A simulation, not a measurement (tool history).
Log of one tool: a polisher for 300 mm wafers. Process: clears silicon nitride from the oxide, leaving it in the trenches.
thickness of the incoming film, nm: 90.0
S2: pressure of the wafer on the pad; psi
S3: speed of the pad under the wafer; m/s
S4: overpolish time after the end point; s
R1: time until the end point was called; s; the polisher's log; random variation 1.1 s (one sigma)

run 1 hour=0 | flow_of_slurry_(ml/min)=300 S2=2.7 S3=1.14 S4=6 | R1=104.61
run 2 hour=2.1 | flow_of_slurry_(ml/min)=300 S2=2.8 S3=1.14 S4=6 | R1=101.08
run 3 hour=4.9 | flow_of_slurry_(ml/min)=300 S2=2.4 S3=1.14 S4=6 | R1=115.96
run 4 hour=12.2 | flow_of_slurry_(ml/min)=300 S2=2.7 S3=1.14 S4=6 | R1=105.98
run 5 hour=21.1 | flow_of_slurry_(ml/min)=300 S2=2.8 S3=1.14 S4=6 | R1=101.56
run 6 hour=22.4 | flow_of_slurry_(ml/min)=345 S2=2.8 S3=1.14 S4=6 | R1=98.174
run 7 hour=28.3 | flow_of_slurry_(ml/min)=345 S2=2.9 S3=1.14 S4=6 | R1=99.901
run 8 hour=30.5 | flow_of_slurry_(ml/min)=345 S2=3 S3=1.16 S4=6 | R1=93.455
run 9 hour=36.1 | flow_of_slurry_(ml/min)=345 S2=3.1 S3=1.16 S4=6 | R1=93.171
run 10 hour=38.4 | flow_of_slurry_(ml/min)=345 S2=3.2 S3=1.18 S4=6 | R1=87.254
run 11 hour=46.3 | flow_of_slurry_(ml/min)=345 S2=3.3 S3=1.18 S4=6 | R1=84.108

Run 12 comes next. What will it give?
run 12 hour=49.8 | flow_of_slurry_(ml/min)=345 S2=3.4 S3=1.18 S4=6 | R1=?

{"run 12": {"R1": 81.73}}

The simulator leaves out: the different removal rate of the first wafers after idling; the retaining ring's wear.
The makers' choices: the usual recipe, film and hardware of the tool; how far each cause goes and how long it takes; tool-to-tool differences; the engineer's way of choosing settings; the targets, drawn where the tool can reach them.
